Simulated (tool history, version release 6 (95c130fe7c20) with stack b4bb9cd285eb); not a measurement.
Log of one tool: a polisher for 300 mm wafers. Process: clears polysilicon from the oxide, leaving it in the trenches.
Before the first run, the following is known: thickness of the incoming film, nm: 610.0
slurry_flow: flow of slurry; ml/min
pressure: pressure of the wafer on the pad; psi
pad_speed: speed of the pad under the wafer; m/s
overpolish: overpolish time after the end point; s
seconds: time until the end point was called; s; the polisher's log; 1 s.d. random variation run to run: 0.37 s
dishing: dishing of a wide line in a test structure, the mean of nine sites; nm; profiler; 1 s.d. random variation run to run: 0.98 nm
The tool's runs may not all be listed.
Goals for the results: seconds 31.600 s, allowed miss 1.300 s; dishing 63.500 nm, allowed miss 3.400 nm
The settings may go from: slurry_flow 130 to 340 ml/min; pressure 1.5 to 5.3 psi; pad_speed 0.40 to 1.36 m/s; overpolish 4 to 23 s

{"run": 1, "hour": 0.0, "slurry_flow": 220, "pressure": 3.4, "pad_speed": 0.88, "overpolish": 12, "seconds": 48.271, "dishing": 60.024}
{"run": 2, "hour": 4.1, "slurry_flow": 220, "pressure": 3.7, "pad_speed": 0.88, "overpolish": 12, "seconds": 45.33, "dishing": 59.912}
{"run": 3, "hour": 9.0, "slurry_flow": 255, "pressure": 3.7, "pad_speed": 0.88, "overpolish": 12, "seconds": 44.071, "dishing": 59.469}
{"run": 4, "hour": 16.1, "slurry_flow": 255, "pressure": 4.0, "pad_speed": 0.88, "overpolish": 12, "seconds": 41.148, "dishing": 62.757}
{"run": 5, "hour": 23.9, "slurry_flow": 255, "pressure": 4.2, "pad_speed": 0.88, "overpolish": 11, "seconds": 40.135, "dishing": 62.724}
{"run": 6, "hour": 30.5, "slurry_flow": 255, "pressure": 4.2, "pad_speed": 0.7, "overpolish": 11, "seconds": 50.647, "dishing": 57.82}
{"run": 7, "hour": 31.1, "slurry_flow": 255, "pressure": 4.4, "pad_speed": 0.74, "overpolish": 10, "seconds": 46.248, "dishing": 56.174}
{"run": 8, "hour": 32.6, "slurry_flow": 255, "pressure": 4.6, "pad_speed": 0.76, "overpolish": 10, "seconds": 44.53, "dishing": 58.966}
{"run": 9, "hour": 38.2, "slurry_flow": 265, "pressure": 4.8, "pad_speed": 0.8, "overpolish": 10, "seconds": 40.955, "dishing": 58.837}
{"run": 10, "hour": 43.7, "slurry_flow": 265, "pressure": 4.9, "pad_speed": 0.84, "overpolish": 10, "seconds": 37.25, "dishing": 59.965}
{"run": 11, "hour": 50.5, "slurry_flow": 265, "pressure": 5.3, "pad_speed": 0.88, "overpolish": 12, "seconds": 33.141, "dishing": 61.35}
{"run": 12, "hour": 52.0, "slurry_flow": 265, "pressure": 5.3, "pad_speed": 0.88, "overpolish": 13, "seconds": 33.771, "dishing": 61.777}
{"run": 13, "hour": 59.7, "slurry_flow": 265, "pressure": 5.3, "pad_speed": 0.9, "overpolish": 13, "seconds": 33.065, "dishing": 62.688}
{"run": 14, "hour": 61.1, "slurry_flow": 265, "pressure": 5.3, "pad_speed": 0.9, "overpolish": 13, "seconds": 33.16, "dishing": 61.624}

Of the 5 settings listed for the next run, only one would bring every result within its allowed miss of target. Which one?
{"run": "A", "hour": 62.5, "slurry_flow": 275, "pressure": 5.1, "pad_speed": 0.9, "overpolish": 7, "seconds": "?", "dishing": "?"}
{"run": "B", "hour": 62.5, "slurry_flow": 245, "pressure": 5.1, "pad_speed": 0.86, "overpolish": 16, "seconds": "?", "dishing": "?"}
{"run": "C", "hour": 62.5, "slurry_flow": 260, "pressure": 5.3, "pad_speed": 0.86, "overpolish": 11, "seconds": "?", "dishing": "?"}
{"run": "D", "hour": 62.5, "slurry_flow": 330, "pressure": 5.2, "pad_speed": 1.08, "overpolish": 16, "seconds": "?", "dishing": "?"}
{"run": "E", "hour": 62.5, "slurry_flow": 245, "pressure": 4.8, "pad_speed": 1.04, "overpolish": 21, "seconds": "?", "dishing": "?"}

move=A seconds=34.152 dishing=56.686
move=B seconds=36.058 dishing=62.868
move=C seconds=34.870 dishing=61.372
move=D seconds=27.787 dishing=63.239
move=E seconds=31.318 dishing=63.312
A: the biggest miss grows against the last run
B: the biggest miss grows against the last run
C: the biggest miss grows against the last run
D: moves the result that the last run missed by most past its target, out the other side
E: every result within its allowed miss
E is the move that brings every result within its allowed miss.
